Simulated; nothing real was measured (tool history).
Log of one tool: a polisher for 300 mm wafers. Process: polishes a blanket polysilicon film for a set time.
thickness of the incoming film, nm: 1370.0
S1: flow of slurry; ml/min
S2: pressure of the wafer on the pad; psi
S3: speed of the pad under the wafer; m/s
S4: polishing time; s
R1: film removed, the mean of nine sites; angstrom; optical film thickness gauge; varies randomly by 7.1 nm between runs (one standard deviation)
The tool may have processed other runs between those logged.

run	hour	S1	S2	S3	S4	R1
1	0.0	165	3.0	1.10	69	6536.4
2	7.8	165	2.9	1.10	69	6130.0
3	13.7	165	2.9	0.84	69	4872.1
4	19.2	165	2.9	0.84	72	5103.8
5	27.2	185	2.9	0.84	72	5100.1
6	33.1	185	2.9	0.84	72	5110.0
7	35.5	185	3.0	0.84	72	5283.0
8	44.5	185	3.1	0.84	72	5496.8

What will run 9 give?
# hour 49.2: head pressure recalibrated
9	49.2	190	3.3	0.84	72	?

Logged for run 9: R1 6332.7 angstrom.

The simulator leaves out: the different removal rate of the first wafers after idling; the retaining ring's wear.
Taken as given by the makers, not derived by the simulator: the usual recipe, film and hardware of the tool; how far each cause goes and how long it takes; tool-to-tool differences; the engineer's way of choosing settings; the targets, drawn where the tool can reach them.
